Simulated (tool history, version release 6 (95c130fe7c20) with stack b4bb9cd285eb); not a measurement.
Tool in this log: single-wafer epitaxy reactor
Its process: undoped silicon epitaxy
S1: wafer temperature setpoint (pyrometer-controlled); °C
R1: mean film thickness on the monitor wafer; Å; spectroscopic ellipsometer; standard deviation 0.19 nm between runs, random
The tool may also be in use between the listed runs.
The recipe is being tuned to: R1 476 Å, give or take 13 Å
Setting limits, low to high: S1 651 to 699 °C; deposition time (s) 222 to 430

Run 1, day 0: S1 675 °C, deposition time (s) 326. Result: R1 882.82 Å.
Run 2, day 0.304: S1 683 °C, deposition time (s) 326. Result: R1 1056.6 Å.
Run 3, day 0.675: S1 683 °C, deposition time (s) 281. Result: R1 918.08 Å.
Run 4, day 0.904: S1 676 °C, deposition time (s) 279. Result: R1 773.52 Å.
Run 5, day 1.217: S1 671 °C, deposition time (s) 279. Result: R1 693.5 Å.
Run 6, day 1.388: S1 675 °C, deposition time (s) 279. Result: R1 753.9 Å.
Run 7, day 1.762: S1 670 °C, deposition time (s) 278. Result: R1 676.52 Å.
Run 8, day 1.867: S1 666 °C, deposition time (s) 277. Result: R1 615.71 Å.
Run 9, day 2.171: S1 663 °C, deposition time (s) 276. Result: R1 571.13 Å.
Run 10, day 2.225: S1 661 °C, deposition time (s) 276. Result: R1 546.85 Å.
Run 11, day 2.396: S1 660 °C, deposition time (s) 276. Result: R1 533.67 Å.
Run 12, day 2.679: S1 654 °C, deposition time (s) 275. Result: R1 462.53 Å.

4 candidate next runs follow, results not yet known. Just one meets every target within its allowed miss. Identify it.
Run A, day 2.962: S1 651 °C, deposition time (s) 286. Result: R1 ?.
Run B, day 2.962: S1 655 °C, deposition time (s) 264. Result: R1 ?.
Run C, day 2.962: S1 652 °C, deposition time (s) 298. Result: R1 ?.
Run D, day 2.962: S1 654 °C, deposition time (s) 266. Result: R1 ?.

move      R1
   A  451.91
   B  457.94
   C  482.02
   D  450.81
A: lands further from the targets than the last run did
B: lands further from the targets than the last run did
C: all results in spec
D: lands further from the targets than the last run did
Answer: C
